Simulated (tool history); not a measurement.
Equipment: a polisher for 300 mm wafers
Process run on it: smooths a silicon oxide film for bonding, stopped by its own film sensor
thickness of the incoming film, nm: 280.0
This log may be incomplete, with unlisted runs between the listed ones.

| run | day | flow of slurry (ml/min) | pressure of the wafer on the pad (kPa) | speed of the pad under the wafer (m/s) | abrasive content of the slurry | target thickness at which the film sensor stops the polish (Å) | time until the film sensor stopped the polish (s) |
|---|---|---|---|---|---|---|---|
| 1 | 0 | 310 | 12.4 | 1.06 | 1 | 1970 | 141.38 |
| 2 | 0.371 | 310 | 11.7 | 1.06 | 1 | 1970 | 150.11 |
| 3 | 0.604 | 310 | 11 | 1.06 | 1 | 1970 | 155.65 |
| 4 | 0.838 | 310 | 10.3 | 1.04 | 1 | 1970 | 171.67 |
| 5 | 1.083 | 310 | 9.7 | 1.04 | 1 | 1970 | 181.04 |
| 6 | 1.208 | 260 | 9.7 | 1.04 | 1 | 1970 | 183.69 |
| 7 | 1.258 | 260 | 9 | 1.04 | 1 | 1970 | 193.9 |
| 8 | 1.617 | 260 | 8.3 | 1.04 | 1 | 1970 | 209.97 |

Estimate the outcome of run 9 from the log above:
| 9 | 1.85 | 260 | 6.9 | 1.04 | 1 | 1970 | ? |

Run 9 yielded time until the film sensor stopped the polish (s) 244.72.
